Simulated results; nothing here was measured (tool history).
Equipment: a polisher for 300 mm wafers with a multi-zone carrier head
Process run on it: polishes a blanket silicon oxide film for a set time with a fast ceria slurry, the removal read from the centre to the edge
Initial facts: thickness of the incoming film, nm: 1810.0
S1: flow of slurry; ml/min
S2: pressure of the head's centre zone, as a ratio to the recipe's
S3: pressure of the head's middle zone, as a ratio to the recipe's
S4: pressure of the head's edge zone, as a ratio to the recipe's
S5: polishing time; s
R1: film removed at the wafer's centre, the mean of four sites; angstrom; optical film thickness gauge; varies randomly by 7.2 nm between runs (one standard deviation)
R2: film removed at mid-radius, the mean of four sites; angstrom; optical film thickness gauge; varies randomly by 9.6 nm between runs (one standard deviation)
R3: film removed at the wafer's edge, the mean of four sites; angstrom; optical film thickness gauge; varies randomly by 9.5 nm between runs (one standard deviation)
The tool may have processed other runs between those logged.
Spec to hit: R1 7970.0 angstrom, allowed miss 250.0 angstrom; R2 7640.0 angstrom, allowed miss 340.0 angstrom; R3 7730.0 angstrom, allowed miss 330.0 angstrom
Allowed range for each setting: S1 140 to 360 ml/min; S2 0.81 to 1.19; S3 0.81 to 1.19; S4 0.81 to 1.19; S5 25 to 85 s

run	hour	S1	S2	S3	S4	S5	R1	R2	R3
1	0.0	230	1.00	1.00	1.00	55	6105.9	5936.5	5903.8
2	1.1	235	1.01	1.01	1.03	57	6358.8	6219.9	6390.1
3	4.7	245	1.04	1.04	1.05	58	6723.1	6584.5	6460.7
4	5.9	250	1.05	1.04	1.07	59	7009.0	6638.1	6605.3
5	13.2	250	1.05	1.04	0.99	59	6842.0	6710.6	6347.6
6	16.3	250	1.05	1.08	0.99	59	6972.9	6817.8	6290.8
7	24.4	250	1.05	1.08	1.02	60	6992.8	6916.1	6545.9
8	26.0	255	1.06	1.08	1.05	61	7309.9	6945.0	6739.6
9	27.5	255	1.05	1.08	1.06	62	7285.7	7285.6	6741.5
10	29.3	250	1.05	1.06	1.08	63	7331.0	7029.3	7004.8
11	30.2	260	1.05	1.06	1.09	64	7624.5	7508.5	7360.4
12	37.3	265	1.05	1.05	1.10	64	7580.2	7278.2	7188.3
13	40.0	265	1.05	1.05	1.10	64	7713.8	7293.6	7228.9
14	41.8	265	1.05	1.05	1.11	65	7726.6	7568.3	7464.0
15	48.3	265	1.05	1.05	1.12	65	7720.4	7411.5	7465.0
16	53.5	265	1.05	1.05	1.13	65	7676.9	7269.5	7294.2

Exercise: of the 5 proposed moves below, exactly one satisfies all targets within the stated allowed misses. Which move is it?
A	58.7	255	1.06	0.99	1.16	65	?	?	?
B	58.7	235	1.07	1.09	1.18	66	?	?	?
C	58.7	285	0.95	1.00	1.14	66	?	?	?
D	58.7	340	1.06	1.19	0.99	62	?	?	?
E	58.7	280	1.14	1.14	1.15	60	?	?	?

move	R1	R2	R3
A	7661.2	6947.7	7534.9
B	7775.3	7582.0	7646.4
C	7058.9	7203.9	7657.2
D	7551.0	7979.7	6826.3
E	7703.1	7302.5	6966.5
A: the worst result of the last run now meets its target, but another is out of spec
B: all results land within tolerance of their targets
C: the worst result of the last run now meets its target, but another is out of spec
D: the biggest miss grows against the last run
E: the biggest miss grows against the last run
Move B is the one to make.
